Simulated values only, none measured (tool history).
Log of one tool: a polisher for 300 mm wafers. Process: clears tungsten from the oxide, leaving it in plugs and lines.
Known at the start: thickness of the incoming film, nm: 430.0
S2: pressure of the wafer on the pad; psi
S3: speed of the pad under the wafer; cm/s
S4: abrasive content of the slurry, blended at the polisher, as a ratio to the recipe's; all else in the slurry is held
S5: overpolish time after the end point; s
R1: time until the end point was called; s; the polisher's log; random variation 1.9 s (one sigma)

run 1 hour=0 | flow_of_slurry_(ml/min)=170 S2=3.4 S3=96 S4=1 S5=38 | R1=98.276
run 2 hour=1.8 | flow_of_slurry_(ml/min)=170 S2=3.2 S3=96 S4=1 S5=38 | R1=102.86
run 3 hour=7.2 | flow_of_slurry_(ml/min)=170 S2=3.7 S3=96 S4=1 S5=38 | R1=86.781
run 4 hour=10.7 | flow_of_slurry_(ml/min)=190 S2=3.7 S3=96 S4=1 S5=38 | R1=89.067
run 5 hour=14.8 | flow_of_slurry_(ml/min)=190 S2=3.5 S3=96 S4=1 S5=38 | R1=93.373
run 6 hour=18 | flow_of_slurry_(ml/min)=190 S2=3.5 S3=116 S4=1 S5=38 | R1=77.228

Run 7 comes next. What will it give?
-- hour=20.8 worn pad replaced by a new one
run 7 hour=20.8 | flow_of_slurry_(ml/min)=190 S2=3.1 S3=114 S4=1 S5=38 | R1=?

R1: 78.569 s

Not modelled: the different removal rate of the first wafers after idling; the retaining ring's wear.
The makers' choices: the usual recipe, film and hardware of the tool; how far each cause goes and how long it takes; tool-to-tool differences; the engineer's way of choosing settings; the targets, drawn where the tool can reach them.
